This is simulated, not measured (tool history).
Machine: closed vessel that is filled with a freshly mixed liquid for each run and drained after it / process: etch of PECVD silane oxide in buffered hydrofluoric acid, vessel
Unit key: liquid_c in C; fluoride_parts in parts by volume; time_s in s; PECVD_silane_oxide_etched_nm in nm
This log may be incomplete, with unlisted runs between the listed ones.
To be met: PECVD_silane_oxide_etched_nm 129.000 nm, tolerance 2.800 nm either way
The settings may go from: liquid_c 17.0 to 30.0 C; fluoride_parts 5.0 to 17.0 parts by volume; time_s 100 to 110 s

run 1 day=0.000 | liquid_c=22.0 fluoride_parts=10.5 time_s=100 | PECVD_silane_oxide_etched_nm=142.980
run 2 day=0.154 | liquid_c=21.5 fluoride_parts=10.5 time_s=100 | PECVD_silane_oxide_etched_nm=137.280
run 3 day=0.454 | liquid_c=18.5 fluoride_parts=10.5 time_s=100 | PECVD_silane_oxide_etched_nm=115.880
run 4 day=0.533 | liquid_c=18.5 fluoride_parts=13.0 time_s=100 | PECVD_silane_oxide_etched_nm=94.877
run 5 day=0.779 | liquid_c=18.5 fluoride_parts=13.0 time_s=110 | PECVD_silane_oxide_etched_nm=104.350
run 6 day=0.867 | liquid_c=19.5 fluoride_parts=13.0 time_s=110 | PECVD_silane_oxide_etched_nm=110.400
run 7 day=1.054 | liquid_c=20.0 fluoride_parts=13.0 time_s=110 | PECVD_silane_oxide_etched_nm=113.130
run 8 day=1.296 | liquid_c=23.0 fluoride_parts=13.0 time_s=110 | PECVD_silane_oxide_etched_nm=133.280

5 candidate next runs follow, results not yet known. Just one meets every target within its allowed miss. Identify it.
run A day=1.538 | liquid_c=24.5 fluoride_parts=15.0 time_s=105 | PECVD_silane_oxide_etched_nm=?
run B day=1.538 | liquid_c=19.5 fluoride_parts=11.0 time_s=110 | PECVD_silane_oxide_etched_nm=?
run C day=1.538 | liquid_c=24.5 fluoride_parts=14.0 time_s=100 | PECVD_silane_oxide_etched_nm=?
run D day=1.538 | liquid_c=22.0 fluoride_parts=12.0 time_s=110 | PECVD_silane_oxide_etched_nm=?
run E day=1.538 | liquid_c=21.5 fluoride_parts=12.5 time_s=105 | PECVD_silane_oxide_etched_nm=?

move=A PECVD_silane_oxide_etched_nm=119.680
move=B PECVD_silane_oxide_etched_nm=128.850
move=C PECVD_silane_oxide_etched_nm=121.970
move=D PECVD_silane_oxide_etched_nm=136.040
move=E PECVD_silane_oxide_etched_nm=121.360
A: takes the result that was furthest off past its target
B: all results in spec
C: takes the result that was furthest off past its target
D: its largest miss is bigger than the last run's
E: takes the result that was furthest off past its target
The move that meets every target is B.
